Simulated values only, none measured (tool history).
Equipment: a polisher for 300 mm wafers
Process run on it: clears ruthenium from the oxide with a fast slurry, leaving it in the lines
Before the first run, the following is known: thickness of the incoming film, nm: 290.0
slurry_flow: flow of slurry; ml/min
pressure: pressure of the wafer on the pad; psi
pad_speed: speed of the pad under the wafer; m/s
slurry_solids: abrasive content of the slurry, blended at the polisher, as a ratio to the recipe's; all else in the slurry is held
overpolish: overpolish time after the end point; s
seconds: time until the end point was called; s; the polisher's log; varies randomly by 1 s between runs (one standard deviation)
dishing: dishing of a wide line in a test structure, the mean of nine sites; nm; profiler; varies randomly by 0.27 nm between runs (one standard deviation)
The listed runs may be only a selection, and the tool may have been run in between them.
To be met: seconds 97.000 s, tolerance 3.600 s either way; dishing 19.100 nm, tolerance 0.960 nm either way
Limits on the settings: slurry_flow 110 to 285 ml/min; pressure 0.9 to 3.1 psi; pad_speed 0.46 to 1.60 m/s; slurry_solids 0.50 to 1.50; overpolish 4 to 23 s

{"run": 1, "day": 0.0, "slurry_flow": 180, "pressure": 2.0, "pad_speed": 1.02, "slurry_solids": 1.0, "overpolish": 12, "seconds": 124.89, "dishing": 23.783}
{"run": 2, "day": 0.262, "slurry_flow": 180, "pressure": 2.0, "pad_speed": 1.02, "slurry_solids": 0.85, "overpolish": 12, "seconds": 143.14, "dishing": 21.414}
{"run": 3, "day": 0.4, "slurry_flow": 180, "pressure": 2.0, "pad_speed": 1.02, "slurry_solids": 0.95, "overpolish": 12, "seconds": 131.73, "dishing": 23.204}
{"run": 4, "day": 0.592, "slurry_flow": 185, "pressure": 2.1, "pad_speed": 1.02, "slurry_solids": 0.95, "overpolish": 11, "seconds": 124.18, "dishing": 22.912}
{"run": 5, "day": 0.862, "slurry_flow": 190, "pressure": 2.2, "pad_speed": 1.02, "slurry_solids": 0.95, "overpolish": 10, "seconds": 119.34, "dishing": 21.142}
{"run": 6, "day": 0.975, "slurry_flow": 190, "pressure": 2.2, "pad_speed": 1.02, "slurry_solids": 1.05, "overpolish": 10, "seconds": 107.48, "dishing": 23.973}
{"run": 7, "day": 1.021, "slurry_flow": 195, "pressure": 2.2, "pad_speed": 1.02, "slurry_solids": 1.05, "overpolish": 9, "seconds": 107.54, "dishing": 21.26}
{"run": 8, "day": 1.317, "slurry_flow": 200, "pressure": 2.2, "pad_speed": 1.02, "slurry_solids": 1.05, "overpolish": 9, "seconds": 108.57, "dishing": 21.497}
{"run": 9, "day": 1.492, "slurry_flow": 200, "pressure": 2.3, "pad_speed": 1.02, "slurry_solids": 1.05, "overpolish": 7, "seconds": 103.16, "dishing": 18.499}

Which single option among these 5 for the next run brings every result within its allowed miss of target? Just one does.
{"run": "A", "day": 1.667, "slurry_flow": 190, "pressure": 2.0, "pad_speed": 0.88, "slurry_solids": 1.25, "overpolish": 8, "seconds": "?", "dishing": "?"}
{"run": "B", "day": 1.667, "slurry_flow": 160, "pressure": 2.7, "pad_speed": 0.86, "slurry_solids": 0.95, "overpolish": 8, "seconds": "?", "dishing": "?"}
{"run": "C", "day": 1.667, "slurry_flow": 165, "pressure": 2.3, "pad_speed": 0.94, "slurry_solids": 1.25, "overpolish": 6, "seconds": "?", "dishing": "?"}
{"run": "D", "day": 1.667, "slurry_flow": 210, "pressure": 2.0, "pad_speed": 0.96, "slurry_solids": 1.2, "overpolish": 8, "seconds": "?", "dishing": "?"}
{"run": "E", "day": 1.667, "slurry_flow": 235, "pressure": 2.7, "pad_speed": 1.04, "slurry_solids": 0.9, "overpolish": 7, "seconds": "?", "dishing": "?"}

move=A seconds=113.020 dishing=18.545
move=B seconds=111.170 dishing=18.811
move=C seconds=96.368 dishing=16.578
move=D seconds=108.550 dishing=19.202
move=E seconds=98.089 dishing=18.676
A: its largest miss is bigger than the last run's
B: its largest miss is bigger than the last run's
C: corrects the largest miss of the last run, while another result sits out of spec
D: its largest miss is bigger than the last run's
E: hits every target within its allowed miss
The right move is E.
